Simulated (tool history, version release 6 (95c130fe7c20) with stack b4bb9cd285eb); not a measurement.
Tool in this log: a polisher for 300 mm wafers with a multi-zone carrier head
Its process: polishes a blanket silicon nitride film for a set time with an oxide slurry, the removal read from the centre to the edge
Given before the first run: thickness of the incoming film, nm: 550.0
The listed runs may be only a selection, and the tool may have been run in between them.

run  hour  flow of slurry (ml/min)  pressure of the head's centre zone  pressure of the head's middle zone  pressure of the head's edge zone  abrasive content of the slurry  polishing time (s)  film removed at the wafer's centre (Å)  film removed at mid-radius (Å)  film removed at the wafer's edge (Å)
  1   0.0                      160                                1.00                                1.00                              1.00                            1.00                  67                                  657.81                          643.78                                671.04
  2   3.0                      150                                0.98                                0.96                              0.98                            0.90                  61                                  544.40                          514.24                                565.13
  3   6.9                      150                                0.90                                0.96                              0.98                            0.90                  61                                  498.86                          519.35                                561.88
  4  12.0                      145                                0.90                                0.93                              0.95                            0.80                  58                                  432.74                          447.15                                475.52
  5  18.4                      135                                0.91                                0.90                              0.95                            0.75                  57                                  401.75                          388.05                                440.89
  6  19.2                      135                                0.91                                0.90                              0.95                            0.75                  72                                  499.59                          511.93                                563.17
  7  23.8                      125                                0.91                                0.88                              0.93                            0.70                  69                                  440.61                          452.32                                494.64
  8  29.3                       95                                0.99                                0.81                              0.98                            0.50                  53                                  227.58                          203.08                                253.37
  9  35.3                      120                                0.97                                0.81                              0.97                            0.50                  52                                  242.59                          208.98                                256.68

Run 10 has not been measured yet. What should we expect?
 10  41.8                      140                                0.94                                0.83                              0.99                            0.50                  52                                       ?                               ?                                     ?

{"run 10": {"film removed at the wafer's centre (Å)": 247.25, "film removed at mid-radius (Å)": 233.86, "film removed at the wafer's edge (Å)": 264.88}}

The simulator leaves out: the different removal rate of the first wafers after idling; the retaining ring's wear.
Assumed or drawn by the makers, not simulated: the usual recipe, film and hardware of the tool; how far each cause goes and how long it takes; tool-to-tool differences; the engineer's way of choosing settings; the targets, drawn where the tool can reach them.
